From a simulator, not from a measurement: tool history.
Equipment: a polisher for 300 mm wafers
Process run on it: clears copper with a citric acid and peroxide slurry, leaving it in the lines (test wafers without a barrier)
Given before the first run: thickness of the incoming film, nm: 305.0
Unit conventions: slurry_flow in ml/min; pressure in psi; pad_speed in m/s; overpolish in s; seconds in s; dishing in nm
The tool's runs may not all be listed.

run  hour  slurry_flow  pressure  pad_speed  slurry_solids  overpolish  seconds  dishing
  1     0          205       3.2       1.42              1          26     86.6   55.789
  2   7.3          205       3.2       1.42           1.15          26   86.097   56.612
  3  10.9          205       3.2       1.42              1          26   88.468   56.095
  4  19.8          205       3.7       1.42              1          26    75.88   62.577
  5  26.8          205       3.7       1.42           0.85          26   79.376   61.346
  6  29.2          210       3.4       1.42           0.85          24   83.891    54.53
  7  31.2          210       3.4       1.42           0.85          24   84.891   54.576
  8  39.4          210       3.2       1.42           0.85          22   89.265   47.997
  9  46.5          210         3       1.42           0.85          21   96.019    43.49
 10  48.8          210       2.9       1.42           0.85          20   99.654    40.34
 11    52          210       2.1       1.42           0.85          15    136.3    23.09
 12  59.9          215       2.1       1.42           0.85          16   134.23   24.523
 13  62.8          220       2.1       1.42           0.85          16   132.01   25.567
 14  67.8          225       2.1       1.42           0.85          16   136.28   25.408
 15  73.1          230       2.1       1.42           0.85          16   135.42   25.318
 16  81.9          240       2.4       1.42           0.85          18   114.66    31.96
 17  89.2          235       2.4       1.42           0.85          18   117.88   31.531
 18  97.3          230       2.4       1.42           0.85          18   119.27   31.985

Expected results for the next run?
 19  103.4          225       2.4       1.42           0.85          18        ?        ?

{"run 19": {"seconds": 119.79, "dishing": 31.534}}

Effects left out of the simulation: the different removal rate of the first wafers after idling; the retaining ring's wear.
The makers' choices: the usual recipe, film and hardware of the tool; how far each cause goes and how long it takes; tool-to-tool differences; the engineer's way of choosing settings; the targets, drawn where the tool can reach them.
